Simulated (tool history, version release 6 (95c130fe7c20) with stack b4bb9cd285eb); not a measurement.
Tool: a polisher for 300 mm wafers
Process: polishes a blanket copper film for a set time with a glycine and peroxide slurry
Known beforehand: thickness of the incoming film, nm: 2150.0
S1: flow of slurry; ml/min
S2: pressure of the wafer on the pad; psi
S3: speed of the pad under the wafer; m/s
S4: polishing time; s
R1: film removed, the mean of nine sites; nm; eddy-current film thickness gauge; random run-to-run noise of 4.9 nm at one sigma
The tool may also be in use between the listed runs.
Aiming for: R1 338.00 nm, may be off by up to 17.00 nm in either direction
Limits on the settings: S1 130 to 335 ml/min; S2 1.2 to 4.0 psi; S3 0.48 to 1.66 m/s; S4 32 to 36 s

{"run": 1, "day": 0.0, "S1": 215, "S2": 2.6, "S3": 1.06, "S4": 36, "R1": 223.23}
{"run": 2, "day": 0.321, "S1": 215, "S2": 2.6, "S3": 1.06, "S4": 36, "R1": 220.17}
{"run": 3, "day": 0.429, "S1": 215, "S2": 2.6, "S3": 0.84, "S4": 36, "R1": 186.1}
{"run": 4, "day": 0.725, "S1": 215, "S2": 2.0, "S3": 0.84, "S4": 36, "R1": 154.43}
{"run": 5, "day": 0.846, "S1": 215, "S2": 2.4, "S3": 0.88, "S4": 36, "R1": 184.11}
{"run": 6, "day": 1.058, "S1": 215, "S2": 2.7, "S3": 0.92, "S4": 36, "R1": 198.31}
{"run": 7, "day": 1.117, "S1": 215, "S2": 2.9, "S3": 0.98, "S4": 36, "R1": 223.61}
{"run": 8, "day": 1.175, "S1": 215, "S2": 2.9, "S3": 0.98, "S4": 36, "R1": 226.55}
{"run": 9, "day": 1.429, "S1": 215, "S2": 3.1, "S3": 1.0, "S4": 36, "R1": 243.76}
{"run": 10, "day": 1.496, "S1": 215, "S2": 3.3, "S3": 1.02, "S4": 36, "R1": 258.8}
{"run": 11, "day": 1.688, "S1": 215, "S2": 3.4, "S3": 1.04, "S4": 36, "R1": 276.99}
{"run": 12, "day": 1.796, "S1": 215, "S2": 3.5, "S3": 1.04, "S4": 36, "R1": 273.19}
{"run": 13, "day": 1.938, "S1": 215, "S2": 3.6, "S3": 1.06, "S4": 36, "R1": 283.12}
{"run": 14, "day": 2.242, "S1": 215, "S2": 3.7, "S3": 1.08, "S4": 36, "R1": 304.42}
{"run": 15, "day": 2.433, "S1": 215, "S2": 3.8, "S3": 1.08, "S4": 36, "R1": 297.34}
{"run": 16, "day": 2.529, "S1": 215, "S2": 3.8, "S3": 1.1, "S4": 36, "R1": 300.87}
{"run": 17, "day": 2.892, "S1": 215, "S2": 3.8, "S3": 1.12, "S4": 36, "R1": 308.03}
{"run": 18, "day": 3.067, "S1": 215, "S2": 3.8, "S3": 1.14, "S4": 36, "R1": 318.36}

Consider the 5 candidate settings below. Which is the only one whose results all fall within their allowed miss of target?
{"run": "A", "day": 3.242, "S1": 210, "S2": 3.8, "S3": 1.12, "S4": 35, "R1": "?"}
{"run": "B", "day": 3.242, "S1": 270, "S2": 3.4, "S3": 1.3, "S4": 32, "R1": "?"}
{"run": "C", "day": 3.242, "S1": 190, "S2": 3.6, "S3": 1.32, "S4": 32, "R1": "?"}
{"run": "D", "day": 3.242, "S1": 220, "S2": 3.9, "S3": 1.3, "S4": 34, "R1": "?"}
{"run": "E", "day": 3.242, "S1": 230, "S2": 3.8, "S3": 1.06, "S4": 36, "R1": "?"}

move=A R1=299.09
move=B R1=294.16
move=C R1=298.22
move=D R1=340.49
move=E R1=296.79
A: moves away from the targets compared with the last run
B: moves away from the targets compared with the last run
C: moves away from the targets compared with the last run
D: meets every target
E: moves away from the targets compared with the last run
D meets every target.
